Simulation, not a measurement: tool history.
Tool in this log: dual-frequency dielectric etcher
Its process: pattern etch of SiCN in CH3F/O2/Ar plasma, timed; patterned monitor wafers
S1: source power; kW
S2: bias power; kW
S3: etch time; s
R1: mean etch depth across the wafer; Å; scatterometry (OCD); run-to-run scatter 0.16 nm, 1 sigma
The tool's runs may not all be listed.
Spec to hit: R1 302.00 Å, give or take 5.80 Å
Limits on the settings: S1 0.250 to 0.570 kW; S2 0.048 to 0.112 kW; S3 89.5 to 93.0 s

{"run": 1, "day": 0.0, "S1": 0.41, "S2": 0.08, "S3": 89.5, "R1": 354.4}
{"run": 2, "day": 0.371, "S1": 0.41, "S2": 0.088, "S3": 89.5, "R1": 369.65}
{"run": 3, "day": 0.471, "S1": 0.41, "S2": 0.097, "S3": 89.5, "R1": 390.27}
{"run": 4, "day": 0.733, "S1": 0.47, "S2": 0.097, "S3": 89.5, "R1": 406.61}
{"run": 5, "day": 1.088, "S1": 0.42, "S2": 0.09, "S3": 89.5, "R1": 380.82}
{"run": 6, "day": 1.296, "S1": 0.42, "S2": 0.09, "S3": 93.0, "R1": 389.16}
{"run": 7, "day": 1.496, "S1": 0.39, "S2": 0.084, "S3": 92.5, "R1": 367.06}
{"run": 8, "day": 1.721, "S1": 0.36, "S2": 0.081, "S3": 92.5, "R1": 353.62}
{"run": 9, "day": 1.9, "S1": 0.28, "S2": 0.065, "S3": 91.5, "R1": 281.32}
{"run": 10, "day": 2.067, "S1": 0.29, "S2": 0.065, "S3": 91.5, "R1": 286.44}
{"run": 11, "day": 2.267, "S1": 0.3, "S2": 0.065, "S3": 91.5, "R1": 289.63}
{"run": 12, "day": 2.304, "S1": 0.31, "S2": 0.065, "S3": 91.5, "R1": 292.6}

Consider the 4 candidate settings below. Which is the only one whose results all fall within their allowed miss of target?
{"run": "A", "day": 2.342, "S1": 0.3, "S2": 0.063, "S3": 91.0, "R1": "?"}
{"run": "B", "day": 2.342, "S1": 0.31, "S2": 0.062, "S3": 92.5, "R1": "?"}
{"run": "C", "day": 2.342, "S1": 0.31, "S2": 0.069, "S3": 91.0, "R1": "?"}
{"run": "D", "day": 2.342, "S1": 0.35, "S2": 0.057, "S3": 90.5, "R1": "?"}

move=A R1=284.43
move=B R1=290.79
move=C R1=301.36
move=D R1=287.14
A: lands further from the targets than the last run did
B: lands further from the targets than the last run did
C: each result inside its tolerance
D: lands further from the targets than the last run did
C meets every target.
